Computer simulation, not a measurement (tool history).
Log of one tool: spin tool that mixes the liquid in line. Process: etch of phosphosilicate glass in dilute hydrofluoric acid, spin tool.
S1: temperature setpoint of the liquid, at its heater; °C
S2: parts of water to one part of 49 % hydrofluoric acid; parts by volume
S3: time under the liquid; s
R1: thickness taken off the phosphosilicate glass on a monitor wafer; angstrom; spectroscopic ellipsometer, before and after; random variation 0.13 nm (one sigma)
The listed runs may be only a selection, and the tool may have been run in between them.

Run 1, day 0.000: S1 23.0 °C, S2 175 parts by volume, S3 75 s. Result: R1 202.04 angstrom.
Run 2, day 0.325: S1 23.0 °C, S2 175 parts by volume, S3 80 s. Result: R1 217.17 angstrom.
Run 3, day 0.554: S1 22.0 °C, S2 180 parts by volume, S3 80 s. Result: R1 203.09 angstrom.
Run 4, day 0.712: S1 22.0 °C, S2 155 parts by volume, S3 80 s. Result: R1 241.15 angstrom.
Run 5, day 0.938: S1 21.0 °C, S2 165 parts by volume, S3 80 s. Result: R1 216.53 angstrom.
Run 6, day 0.979: S1 20.5 °C, S2 175 parts by volume, S3 80 s. Result: R1 197.29 angstrom.
Run 7, day 1.317: S1 20.0 °C, S2 180 parts by volume, S3 80 s. Result: R1 189.86 angstrom.
Run 8, day 1.562: S1 19.5 °C, S2 185 parts by volume, S3 80 s. Result: R1 179.30 angstrom.
Run 9, day 1.754: S1 19.0 °C, S2 190 parts by volume, S3 80 s. Result: R1 168.12 angstrom.

Run 10 has not been measured yet. What should we expect?
Run 10, day 2.042: S1 18.5 °C, S2 195 parts by volume, S3 80 s. Result: R1 ?.

Run 10 gave R1 158.70 angstrom.

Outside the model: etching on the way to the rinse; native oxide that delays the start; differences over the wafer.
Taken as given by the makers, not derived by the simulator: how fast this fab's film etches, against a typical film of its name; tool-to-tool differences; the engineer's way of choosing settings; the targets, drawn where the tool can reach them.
